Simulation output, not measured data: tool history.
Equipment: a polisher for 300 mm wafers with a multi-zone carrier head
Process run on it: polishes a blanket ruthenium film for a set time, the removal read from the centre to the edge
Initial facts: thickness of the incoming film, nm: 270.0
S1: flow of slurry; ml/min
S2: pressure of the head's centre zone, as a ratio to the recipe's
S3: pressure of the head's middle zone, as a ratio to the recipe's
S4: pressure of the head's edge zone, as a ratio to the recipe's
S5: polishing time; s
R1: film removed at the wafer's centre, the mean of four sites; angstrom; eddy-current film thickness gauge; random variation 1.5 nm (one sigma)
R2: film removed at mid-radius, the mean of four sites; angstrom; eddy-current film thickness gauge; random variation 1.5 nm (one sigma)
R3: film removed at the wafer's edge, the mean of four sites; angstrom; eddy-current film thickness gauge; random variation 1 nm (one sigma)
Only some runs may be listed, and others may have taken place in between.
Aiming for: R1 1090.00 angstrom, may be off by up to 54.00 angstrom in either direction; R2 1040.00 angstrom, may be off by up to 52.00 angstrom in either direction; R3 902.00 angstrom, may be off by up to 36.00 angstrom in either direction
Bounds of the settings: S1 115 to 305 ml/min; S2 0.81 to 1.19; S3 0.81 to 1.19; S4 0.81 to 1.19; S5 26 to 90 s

| run | hour | S1 | S2 | S3 | S4 | S5 | R1 | R2 | R3 |
|---|---|---|---|---|---|---|---|---|---|
| 1 | 0.0 | 195 | 1.00 | 1.00 | 1.00 | 58 | 643.15 | 639.28 | 641.87 |
| 2 | 0.9 | 235 | 1.00 | 1.00 | 1.00 | 58 | 650.20 | 639.55 | 647.68 |
| 3 | 4.5 | 235 | 0.96 | 1.00 | 1.00 | 58 | 629.07 | 643.71 | 638.96 |
| 4 | 6.4 | 240 | 1.02 | 1.04 | 0.97 | 64 | 747.63 | 732.08 | 717.38 |
| 5 | 10.1 | 240 | 1.02 | 1.04 | 0.97 | 54 | 631.67 | 622.94 | 598.72 |
| 6 | 11.3 | 280 | 1.02 | 1.04 | 0.97 | 54 | 641.37 | 622.44 | 607.24 |
| 7 | 18.5 | 280 | 1.12 | 1.14 | 0.93 | 70 | 910.67 | 881.83 | 777.89 |
| 8 | 26.1 | 280 | 1.13 | 1.15 | 0.93 | 73 | 964.84 | 934.55 | 797.88 |
| 9 | 30.1 | 280 | 1.13 | 1.15 | 0.93 | 73 | 954.35 | 924.73 | 811.90 |
| 10 | 35.9 | 280 | 1.14 | 1.16 | 0.93 | 75 | 1013.30 | 994.81 | 832.84 |
| 11 | 38.0 | 280 | 1.14 | 1.15 | 0.95 | 76 | 1019.10 | 959.53 | 856.51 |
| 12 | 43.3 | 280 | 1.14 | 1.16 | 0.95 | 77 | 1025.00 | 988.05 | 840.44 |
| 13 | 47.6 | 280 | 1.14 | 1.15 | 0.94 | 78 | 1025.60 | 994.25 | 851.58 |

Which of these 5 next moves meets every target?
| A | 51.9 | 230 | 1.12 | 1.12 | 0.87 | 86 | ? | ? | ? |
| B | 51.9 | 285 | 1.02 | 1.11 | 0.95 | 77 | ? | ? | ? |
| C | 51.9 | 250 | 1.14 | 1.19 | 0.93 | 76 | ? | ? | ? |
| D | 51.9 | 270 | 1.07 | 1.17 | 0.97 | 77 | ? | ? | ? |
| E | 51.9 | 290 | 1.19 | 1.14 | 0.90 | 77 | ? | ? | ? |

| move | R1 | R2 | R3 |
|---|---|---|---|
| A | 1089.50 | 1026.60 | 914.95 |
| B | 911.04 | 933.98 | 868.42 |
| C | 991.12 | 964.89 | 838.93 |
| D | 950.63 | 971.65 | 872.67 |
| E | 1066.30 | 956.48 | 847.66 |
A: in spec on every target
B: corrects the largest miss of the last run, while another result sits out of spec
C: its largest miss is bigger than the last run's
D: corrects the largest miss of the last run, while another result sits out of spec
E: its largest miss is bigger than the last run's
A is the move that brings every result within its allowed miss.

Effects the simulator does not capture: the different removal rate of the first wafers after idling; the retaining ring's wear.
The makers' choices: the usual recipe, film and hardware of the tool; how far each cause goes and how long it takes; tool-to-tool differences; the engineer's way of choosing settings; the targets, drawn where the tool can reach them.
